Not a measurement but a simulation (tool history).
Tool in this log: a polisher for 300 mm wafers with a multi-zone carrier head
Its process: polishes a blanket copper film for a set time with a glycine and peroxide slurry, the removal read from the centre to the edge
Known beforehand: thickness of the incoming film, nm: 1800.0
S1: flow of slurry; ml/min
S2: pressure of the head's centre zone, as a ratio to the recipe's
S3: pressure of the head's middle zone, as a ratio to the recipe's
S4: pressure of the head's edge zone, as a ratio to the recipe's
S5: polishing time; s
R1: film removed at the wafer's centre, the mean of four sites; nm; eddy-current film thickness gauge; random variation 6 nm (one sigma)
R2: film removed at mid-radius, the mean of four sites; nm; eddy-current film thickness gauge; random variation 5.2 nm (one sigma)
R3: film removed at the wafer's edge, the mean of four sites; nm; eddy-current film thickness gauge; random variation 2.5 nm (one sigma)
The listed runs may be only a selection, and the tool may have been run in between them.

| run | hour | S1 | S2 | S3 | S4 | S5 | R1 | R2 | R3 |
|---|---|---|---|---|---|---|---|---|---|
| 1 | 0.0 | 125 | 1.00 | 1.00 | 1.00 | 55 | 291.83 | 290.22 | 284.59 |
| 2 | 8.9 | 125 | 1.00 | 1.00 | 1.08 | 55 | 282.01 | 292.44 | 297.68 |
| 3 | 14.9 | 140 | 1.05 | 1.02 | 1.10 | 58 | 324.32 | 311.94 | 323.98 |
| 4 | 18.4 | 140 | 1.05 | 1.02 | 1.16 | 58 | 323.55 | 310.10 | 332.44 |
| 5 | 27.3 | 140 | 1.10 | 1.02 | 1.16 | 58 | 340.27 | 311.59 | 332.10 |
| 6 | 30.9 | 150 | 1.11 | 1.07 | 1.16 | 60 | 364.90 | 341.54 | 346.55 |
| 7 | 39.0 | 160 | 1.12 | 1.09 | 1.17 | 61 | 379.71 | 353.70 | 358.49 |

What does the tool deliver on the next run?
| 8 | 45.6 | 165 | 1.13 | 1.11 | 1.17 | 62 | ? | ? | ? |

R1: 380.55 nm
R2: 361.83 nm
R3: 362.68 nm
